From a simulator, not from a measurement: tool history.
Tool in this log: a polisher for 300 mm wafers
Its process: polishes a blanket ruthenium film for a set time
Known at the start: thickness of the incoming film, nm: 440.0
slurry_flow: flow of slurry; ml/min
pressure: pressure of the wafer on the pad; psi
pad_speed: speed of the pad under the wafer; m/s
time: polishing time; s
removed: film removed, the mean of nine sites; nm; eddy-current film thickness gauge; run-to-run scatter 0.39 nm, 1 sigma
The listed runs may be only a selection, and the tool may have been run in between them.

run	hour	slurry_flow	pressure	pad_speed	time	removed
1	0	215	1.6	0.88	38	32.674
2	3.7	215	1.6	0.88	38	32.789
3	9.5	215	1.7	0.88	38	34.888
4	14.2	215	1.9	0.88	38	38.092
5	18.7	220	2	0.88	38	39.72
6	21	220	2	0.88	33	34.78

The next listed run, before its measurement:
7	21.6	220	2.1	0.88	33	?

removed: 36.321 nm
